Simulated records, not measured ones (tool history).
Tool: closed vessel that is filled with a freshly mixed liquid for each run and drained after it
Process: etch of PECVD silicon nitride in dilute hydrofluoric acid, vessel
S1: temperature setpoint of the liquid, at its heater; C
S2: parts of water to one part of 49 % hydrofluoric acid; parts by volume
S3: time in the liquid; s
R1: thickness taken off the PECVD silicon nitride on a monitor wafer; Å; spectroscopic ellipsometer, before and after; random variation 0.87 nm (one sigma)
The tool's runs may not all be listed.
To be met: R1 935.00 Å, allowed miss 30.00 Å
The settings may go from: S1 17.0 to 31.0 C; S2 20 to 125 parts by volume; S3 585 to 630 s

run,day,S1,S2,S3,R1
1,0.000,23.0,70,585,443.82
2,0.192,26.0,70,585,560.54
3,0.267,23.5,70,585,463.88
4,0.638,24.5,70,585,500.56
5,0.775,24.5,70,630,541.97
6,0.946,24.5,70,630,539.27
7,1.317,25.5,70,630,574.37
8,1.692,26.5,70,630,615.31
9,1.979,27.0,70,630,635.83

5 next moves are on the table. One of them brings every result within its allowed miss. Which?
A,2.267,26.0,85,585,?
B,2.267,29.0,65,630,?
C,2.267,28.0,55,630,?
D,2.267,28.0,50,630,?
E,2.267,28.5,55,630,?

move,R1
A,443.80
B,757.75
C,837.97
D,920.60
E,865.72
A: further off than the last run
B: nearer than the last run, and not there yet
C: nearer than the last run, and not there yet
D: meets every target
E: nearer than the last run, and not there yet
Move D is the one to make.
